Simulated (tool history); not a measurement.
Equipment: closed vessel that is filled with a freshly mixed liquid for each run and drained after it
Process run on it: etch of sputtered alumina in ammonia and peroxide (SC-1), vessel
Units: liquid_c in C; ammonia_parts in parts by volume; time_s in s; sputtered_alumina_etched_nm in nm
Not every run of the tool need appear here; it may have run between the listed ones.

run  hour  liquid_c  ammonia_parts  time_s  sputtered_alumina_etched_nm
  1   0.0      56.0            0.4     180                       16.972
  2   4.8      52.5            0.4     180                       13.958
  3  11.6      54.0            0.4     180                       15.283
  4  13.4      55.0            0.4     180                       16.102
  5  19.2      55.0            0.5     180                       16.459
  6  25.2      55.5            0.5     180                       16.725
  7  29.3      56.0            0.5     180                       17.437
  8  32.9      56.5            0.5     180                       17.943

Run 9 comes next. What will it give?
  9  37.0      57.0            0.5     180                            ?

sputtered_alumina_etched_nm: 18.368 nm
